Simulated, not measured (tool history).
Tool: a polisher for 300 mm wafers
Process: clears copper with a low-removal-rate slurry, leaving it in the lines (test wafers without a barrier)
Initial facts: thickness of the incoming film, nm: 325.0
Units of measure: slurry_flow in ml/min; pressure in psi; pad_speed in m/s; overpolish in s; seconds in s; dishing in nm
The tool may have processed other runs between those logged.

run	hour	slurry_flow	pressure	pad_speed	slurry_solids	overpolish	seconds	dishing
1	0	200	2.8	1.42	1	10	68.333	27.527
2	4.2	200	3	1.42	1	11	65.436	31.713
3	11.7	240	3	1.42	1	11	63.771	31.427
4	16.8	240	3.2	1.44	1	11	59.008	35.244
5	19.7	240	3.9	1.44	1	11	48.839	40.398
6	22.2	220	3.9	1.44	1	11	48.258	40.703
7	30.8	220	3.9	1.44	1	11	48.36	39.705
8	39.2	220	3.9	1.44	1	11	49.861	40.731
9	44.7	220	4	1.46	1	11	47.099	42.469
10	48.1	220	4	1.48	1	11	46.074	42.317
11	50.4	220	4	1.5	1	11	45.708	42.055

Predict the results of run 12:
12	57.8	215	4.4	1.5	1	16	?	?

seconds: 41.243 s
dishing: 62.487 nm
